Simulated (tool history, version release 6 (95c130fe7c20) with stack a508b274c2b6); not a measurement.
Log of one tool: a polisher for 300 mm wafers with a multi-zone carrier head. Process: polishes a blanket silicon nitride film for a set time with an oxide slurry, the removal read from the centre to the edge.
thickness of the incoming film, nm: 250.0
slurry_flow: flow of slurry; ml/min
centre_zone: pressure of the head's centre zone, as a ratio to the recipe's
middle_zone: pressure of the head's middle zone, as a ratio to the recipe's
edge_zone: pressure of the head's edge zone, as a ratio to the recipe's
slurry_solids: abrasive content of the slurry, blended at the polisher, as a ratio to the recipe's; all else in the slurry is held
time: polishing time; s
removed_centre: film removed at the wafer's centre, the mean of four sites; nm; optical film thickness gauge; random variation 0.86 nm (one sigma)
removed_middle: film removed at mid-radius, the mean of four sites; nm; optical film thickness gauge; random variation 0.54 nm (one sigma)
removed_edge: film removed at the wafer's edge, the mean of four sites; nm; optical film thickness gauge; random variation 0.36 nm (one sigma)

Run 1, day 0: slurry_flow 315 ml/min, centre_zone 1, middle_zone 1, edge_zone 1, slurry_solids 1, time 53 s. Result: removed_centre 38.706 nm, removed_middle 37.886 nm, removed_edge 37.77 nm.
Run 2, day 0.092: slurry_flow 315 ml/min, centre_zone 1, middle_zone 1, edge_zone 0.93, slurry_solids 1, time 53 s. Result: removed_centre 38.629 nm, removed_middle 37.647 nm, removed_edge 36.426 nm.
Run 3, day 0.333: slurry_flow 315 ml/min, centre_zone 0.93, middle_zone 1, edge_zone 0.93, slurry_solids 1, time 53 s. Result: removed_centre 35.711 nm, removed_middle 37.944 nm, removed_edge 36.653 nm.
Run 4, day 0.658: slurry_flow 315 ml/min, centre_zone 0.89, middle_zone 1, edge_zone 0.93, slurry_solids 1, time 53 s. Result: removed_centre 34.517 nm, removed_middle 37.691 nm, removed_edge 36.827 nm.
Run 5, day 0.846: slurry_flow 315 ml/min, centre_zone 0.89, middle_zone 1.04, edge_zone 0.93, slurry_solids 1, time 53 s. Result: removed_centre 33.873 nm, removed_middle 38.739 nm, removed_edge 36.581 nm.
Run 6, day 0.904: slurry_flow 320 ml/min, centre_zone 0.94, middle_zone 1.02, edge_zone 0.96, slurry_solids 1.1, time 53 s. Result: removed_centre 36.762 nm, removed_middle 38.331 nm, removed_edge 38.321 nm.

Run 7 comes next. What will it give?
Run 7, day 1.142: slurry_flow 355 ml/min, centre_zone 1.04, middle_zone 1.06, edge_zone 1.04, slurry_solids 1.35, time 59 s. Result: removed_centre ?, removed_middle ?, removed_edge ?.

Run 7 gave removed_centre 48.541 nm, removed_middle 48.601 nm, removed_edge 47.159 nm.
